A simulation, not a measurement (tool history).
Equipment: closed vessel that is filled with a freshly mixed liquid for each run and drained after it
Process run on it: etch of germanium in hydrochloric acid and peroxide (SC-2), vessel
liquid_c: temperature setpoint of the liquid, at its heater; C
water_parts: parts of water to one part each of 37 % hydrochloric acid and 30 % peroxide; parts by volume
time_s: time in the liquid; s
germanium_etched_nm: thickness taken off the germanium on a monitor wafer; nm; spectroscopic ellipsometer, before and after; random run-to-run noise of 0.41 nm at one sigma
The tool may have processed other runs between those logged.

| run | day | liquid_c | water_parts | time_s | germanium_etched_nm |
|---|---|---|---|---|---|
| 1 | 0 | 48 | 6.5 | 90 | 109.5 |
| 2 | 0.267 | 48.5 | 6.5 | 90 | 110.45 |
| 3 | 0.521 | 49 | 6.5 | 90 | 112.84 |
| 4 | 0.575 | 55.5 | 6.5 | 90 | 137.59 |
| 5 | 0.871 | 55.5 | 6.5 | 100 | 153.36 |
| 6 | 0.933 | 55.5 | 6.5 | 100 | 153.49 |
| 7 | 1.121 | 54.5 | 6.5 | 100 | 149.15 |
| 8 | 1.308 | 54.5 | 6.5 | 100 | 148.76 |
|  | 1.617 | chemicals flow meter replaced |
| 9 | 1.617 | 54 | 6.5 | 100 | 147.36 |
| 10 | 1.742 | 53.5 | 6.5 | 100 | 144.87 |
| 11 | 1.838 | 53 | 6.5 | 100 | 143.34 |
| 12 | 2.092 | 52.5 | 6.5 | 100 | 140.3 |
| 13 | 2.288 | 52 | 6.5 | 100 | 138.88 |
| 14 | 2.654 | 51.5 | 6.5 | 100 | 136.89 |

Estimate the outcome of run 15 from the log above:
| 15 | 2.875 | 51 | 6.5 | 100 | ? |

Run 15 yielded germanium_etched_nm 133.77 nm.
